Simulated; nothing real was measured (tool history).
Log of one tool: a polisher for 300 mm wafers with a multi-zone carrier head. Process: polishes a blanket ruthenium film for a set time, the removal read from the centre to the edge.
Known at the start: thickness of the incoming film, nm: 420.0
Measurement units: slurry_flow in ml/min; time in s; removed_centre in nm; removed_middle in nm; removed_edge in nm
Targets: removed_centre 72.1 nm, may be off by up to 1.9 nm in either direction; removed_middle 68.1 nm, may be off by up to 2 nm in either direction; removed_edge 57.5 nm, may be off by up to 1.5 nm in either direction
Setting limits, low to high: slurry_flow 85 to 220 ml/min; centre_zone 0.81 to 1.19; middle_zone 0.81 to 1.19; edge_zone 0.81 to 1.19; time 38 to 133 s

run	hour	slurry_flow	centre_zone	middle_zone	edge_zone	time	removed_centre	removed_middle	removed_edge
1	0	140	1	1	1	85	89.843	87.712	87.17
2	6.5	140	1	1	0.92	85	89.024	89.389	82.259
3	11.6	125	1	1	0.92	85	87.887	86.165	82.098
4	13.7	125	1	1.05	0.92	85	87.587	90.628	82.532
5	19	125	1	1.05	0.98	85	87.549	88.154	84.763
6	21	135	1.02	1.04	0.94	77	82.416	81.897	75.913
7	27.2	140	1.04	1.03	0.91	72	78.464	76.31	70.241
8	30.7	140	1.06	1.04	0.88	69	77.033	73.979	66.946
9	38	140	1.08	1.06	0.86	66	75.395	70.984	63.027
10	41.3	135	1.09	1.08	0.85	65	73.891	71.803	60.12
11	45	130	1.09	1.07	0.85	65	73.523	70.893	60.693
12	53.1	125	1.1	1.07	0.84	65	73.953	70.198	60.134
13	55.1	105	1.11	1.08	0.81	64	70.368	66.779	56.415

Next run, 4 choices. One meets every target within its allowed miss, the rest don't. Which?
A	57.1	140	1.13	1.1	0.81	59	?	?	?
B	57.1	135	1.1	1.06	0.81	63	?	?	?
C	57.1	110	1.12	1.06	0.84	61	?	?	?
D	57.1	105	1.1	1.05	0.83	63	?	?	?

move	removed_centre	removed_middle	removed_edge
A	69.998	65.752	54.237
B	72.196	67.596	57.678
C	68.074	62.912	55.195
D	68.281	63.839	56.333
A: moves away from the targets compared with the last run
B: meets every target
C: moves away from the targets compared with the last run
D: moves away from the targets compared with the last run
Correct choice: B, which meets every target

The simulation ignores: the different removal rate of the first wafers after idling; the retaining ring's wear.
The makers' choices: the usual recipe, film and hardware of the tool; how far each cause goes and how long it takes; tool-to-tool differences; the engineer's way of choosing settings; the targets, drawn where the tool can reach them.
